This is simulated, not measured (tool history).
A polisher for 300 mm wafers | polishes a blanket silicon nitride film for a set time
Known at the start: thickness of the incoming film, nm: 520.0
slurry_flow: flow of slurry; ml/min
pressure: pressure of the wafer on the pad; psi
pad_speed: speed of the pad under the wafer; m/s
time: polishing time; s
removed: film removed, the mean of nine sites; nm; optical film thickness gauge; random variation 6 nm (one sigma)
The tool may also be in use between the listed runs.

run  hour  slurry_flow  pressure  pad_speed  time  removed
  1     0          265       4.4       1.22    95   303.53
  2   6.3          265       4.4       1.22    95   294.26
  3   8.9          265       4.7       1.22    95    309.8
  4    11          265         5       1.24    95   326.91
  5  18.9          265         5       1.24    95    333.4
  6  26.2          265         5       1.46    95   362.78
  7  30.8          265       5.1       1.46    95   372.85
  8  36.3          265       5.2       1.46    95   360.43

Forecast run 9:
  9  38.4          265       5.4       1.48    95        ?

removed: 383.78 nm
